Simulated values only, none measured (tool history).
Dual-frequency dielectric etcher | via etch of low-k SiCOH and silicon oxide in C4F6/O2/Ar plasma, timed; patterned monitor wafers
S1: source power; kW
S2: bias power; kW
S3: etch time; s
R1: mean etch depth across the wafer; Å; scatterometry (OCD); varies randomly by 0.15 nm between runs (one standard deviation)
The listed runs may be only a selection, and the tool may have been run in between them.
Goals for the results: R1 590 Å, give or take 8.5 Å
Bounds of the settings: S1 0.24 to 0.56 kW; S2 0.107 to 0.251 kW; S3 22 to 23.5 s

run  hour    S1     S2    S3      R1
  1     0   0.4  0.179  23.5  520.35
  2   2.2  0.44  0.181  23.5  541.69
  3   4.2  0.44  0.181    22  507.36
  4     7  0.47  0.194    22  528.14
  5   7.8   0.5  0.207    22  553.03
     14.8  -- source power generator calibrated
  6  14.8   0.5  0.193    22  548.33
  7  18.7  0.52  0.198    22  562.65
  8    21  0.53    0.2    22  564.47
  9  23.1  0.54  0.205    22  574.64
 10  29.5  0.55  0.207    22  576.97
 11  35.2  0.55   0.21    22  578.14

Pick the move, out of 5, that brings all results within their allowed miss; only one does.
  A  40.9  0.56  0.204    23   ?
  B  40.9  0.49   0.22    23   ?
  C  40.9  0.53  0.212  23.5   ?
  D  40.9  0.56  0.197  23.5   ?
  E  40.9  0.55    0.2  23.5   ?

move      R1
   A  606.53
   B  590.91
   C  614.27
   D  613.66
   E  612.27
A: takes the result that was furthest off past its target
B: hits every target within its allowed miss
C: takes the result that was furthest off past its target
D: takes the result that was furthest off past its target
E: takes the result that was furthest off past its target
The move that meets every target is B.

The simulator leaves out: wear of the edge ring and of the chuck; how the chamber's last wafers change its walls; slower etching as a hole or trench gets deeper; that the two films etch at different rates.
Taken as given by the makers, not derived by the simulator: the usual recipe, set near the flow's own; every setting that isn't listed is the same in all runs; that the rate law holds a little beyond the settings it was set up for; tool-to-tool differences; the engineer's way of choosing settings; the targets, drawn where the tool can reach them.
